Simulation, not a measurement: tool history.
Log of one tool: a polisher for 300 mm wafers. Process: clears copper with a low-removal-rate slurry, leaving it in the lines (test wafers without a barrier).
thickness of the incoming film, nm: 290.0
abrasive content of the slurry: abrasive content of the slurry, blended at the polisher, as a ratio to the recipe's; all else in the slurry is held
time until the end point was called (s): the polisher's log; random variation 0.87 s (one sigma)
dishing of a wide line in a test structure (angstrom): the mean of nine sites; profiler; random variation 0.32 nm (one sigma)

run  hour  flow of slurry (ml/min)  pressure of the wafer on the pad (kPa)  speed of the pad under the wafer (m/s)  abrasive content of the slurry  overpolish time after the end point (s)  time until the end point was called (s)  dishing of a wide line in a test structure (angstrom)
  1   0.0                      235                                    21.4                                    1.28                            1.00                                       23                                   56.825                                                 624.55
  2   5.6                      235                                    26.2                                    1.28                            1.00                                       23                                   47.335                                                 730.38
  3  11.3                      240                                    23.4                                    1.26                            1.00                                       20                                   54.882                                                 613.62
  4  14.4                      220                                    21.4                                    1.30                            0.95                                       17                                   59.143                                                 486.66
  5  23.5                      220                                    18.6                                    1.30                            0.95                                       17                                   66.296                                                 437.72
  6  29.7                      220                                    18.6                                    1.30                            0.95                                       12                                   66.203                                                 329.53
  7  30.5                      210                                    13.1                                    1.28                            0.95                                       14                                   93.524                                                 269.32

The next listed run, before its measurement:
  8  33.2                      255                                    15.2                                    1.28                            0.95                                       14                                        ?                                                      ?

{"run 8": {"time until the end point was called (s)": 82.084, "dishing of a wide line in a test structure (angstrom)": 311.76}}

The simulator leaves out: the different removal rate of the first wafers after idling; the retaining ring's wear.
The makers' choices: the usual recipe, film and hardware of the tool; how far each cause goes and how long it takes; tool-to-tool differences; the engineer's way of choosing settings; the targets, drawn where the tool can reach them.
